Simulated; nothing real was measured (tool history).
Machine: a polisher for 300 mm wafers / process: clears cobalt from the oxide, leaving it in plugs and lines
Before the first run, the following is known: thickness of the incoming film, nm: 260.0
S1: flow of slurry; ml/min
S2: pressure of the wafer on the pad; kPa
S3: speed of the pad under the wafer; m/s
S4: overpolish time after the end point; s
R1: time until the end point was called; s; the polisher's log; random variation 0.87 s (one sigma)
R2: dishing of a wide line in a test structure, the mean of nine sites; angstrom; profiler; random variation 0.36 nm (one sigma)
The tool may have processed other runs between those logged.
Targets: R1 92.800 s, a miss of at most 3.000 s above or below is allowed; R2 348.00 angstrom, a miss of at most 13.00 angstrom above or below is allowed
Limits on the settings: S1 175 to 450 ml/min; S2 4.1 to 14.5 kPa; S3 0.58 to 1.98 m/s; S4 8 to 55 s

| run | hour | S1 | S2 | S3 | S4 | R1 | R2 |
|---|---|---|---|---|---|---|---|
| 1 | 0.0 | 290 | 9.0 | 1.28 | 28 | 78.816 | 438.88 |
| 2 | 8.5 | 290 | 9.0 | 1.28 | 17 | 78.604 | 347.57 |
| 3 | 13.4 | 290 | 7.6 | 1.28 | 17 | 93.765 | 320.98 |
| 4 | 14.4 | 290 | 7.6 | 1.28 | 18 | 94.041 | 327.57 |
| 5 | 22.7 | 230 | 7.6 | 1.28 | 18 | 95.516 | 323.10 |
| 6 | 25.6 | 175 | 7.6 | 1.28 | 18 | 99.325 | 318.27 |
| 7 | 32.9 | 185 | 7.6 | 1.28 | 19 | 98.681 | 324.14 |
| 8 | 37.1 | 190 | 7.6 | 1.28 | 19 | 96.668 | 329.52 |
| 9 | 44.2 | 210 | 7.6 | 1.28 | 23 | 97.482 | 375.46 |
| 10 | 46.8 | 215 | 7.6 | 1.28 | 22 | 96.979 | 352.40 |
| 11 | 51.4 | 220 | 7.6 | 1.28 | 22 | 95.894 | 359.89 |

4 candidate next runs follow, results not yet known. Just one meets every target within its allowed miss. Identify it.
| A | 56.0 | 230 | 6.2 | 1.48 | 20 | ? | ? |
| B | 56.0 | 175 | 8.3 | 1.26 | 24 | ? | ? |
| C | 56.0 | 205 | 8.3 | 1.10 | 22 | ? | ? |
| D | 56.0 | 255 | 5.5 | 1.78 | 20 | ? | ? |

| move | R1 | R2 |
|---|---|---|
| A | 101.060 | 329.65 |
| B | 93.104 | 377.69 |
| C | 102.840 | 344.20 |
| D | 93.681 | 343.59 |
A: further off than the last run
B: meets the target for the result that was furthest off, but another lies outside its allowed miss
C: further off than the last run
D: all results land within tolerance of their targets
The right move is D.
